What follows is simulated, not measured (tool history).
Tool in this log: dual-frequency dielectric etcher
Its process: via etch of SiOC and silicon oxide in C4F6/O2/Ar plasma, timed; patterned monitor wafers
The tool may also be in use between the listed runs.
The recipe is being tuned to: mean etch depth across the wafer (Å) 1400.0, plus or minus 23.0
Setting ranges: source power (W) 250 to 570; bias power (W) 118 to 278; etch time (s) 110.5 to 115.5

| run | hour | source power (W) | bias power (W) | etch time (s) | mean etch depth across the wafer (Å) |
|---|---|---|---|---|---|
| 1 | 0.0 | 410 | 198 | 110.5 | 1281.8 |
| 2 | 5.9 | 410 | 173 | 110.5 | 1245.4 |
| 3 | 8.8 | 430 | 175 | 110.5 | 1273.8 |
| 4 | 17.7 | 430 | 175 | 110.5 | 1267.2 |
| 5 | 25.3 | 450 | 177 | 110.5 | 1291.9 |
| 6 | 33.5 | 450 | 177 | 110.5 | 1296.4 |
| 7 | 36.6 | 470 | 179 | 110.5 | 1323.6 |
| 8 | 43.0 | 470 | 179 | 110.5 | 1319.1 |
| 9 | 50.0 | 470 | 179 | 110.5 | 1317.8 |
| 10 | 52.9 | 480 | 181 | 110.5 | 1331.8 |
| 11 | 60.8 | 490 | 182 | 110.5 | 1340.2 |
| 12 | 69.2 | 500 | 183 | 110.5 | 1352.5 |
| 13 | 77.9 | 510 | 184 | 110.5 | 1363.9 |

5 next moves are on the table. One of them brings every result within its allowed miss. Which?
| A | 86.6 | 460 | 178 | 112.5 | ? |
| B | 86.6 | 520 | 172 | 114.5 | ? |
| C | 86.6 | 470 | 164 | 113.5 | ? |
| D | 86.6 | 470 | 166 | 113.5 | ? |
| E | 86.6 | 460 | 173 | 111.0 | ? |

| move | mean etch depth across the wafer (Å) |
|---|---|
| A | 1328.2 |
| B | 1403.2 |
| C | 1330.3 |
| D | 1333.2 |
| E | 1303.6 |
A: misses by more than the last run did
B: all results in spec
C: misses by more than the last run did
D: misses by more than the last run did
E: misses by more than the last run did
Move B is the one to make.

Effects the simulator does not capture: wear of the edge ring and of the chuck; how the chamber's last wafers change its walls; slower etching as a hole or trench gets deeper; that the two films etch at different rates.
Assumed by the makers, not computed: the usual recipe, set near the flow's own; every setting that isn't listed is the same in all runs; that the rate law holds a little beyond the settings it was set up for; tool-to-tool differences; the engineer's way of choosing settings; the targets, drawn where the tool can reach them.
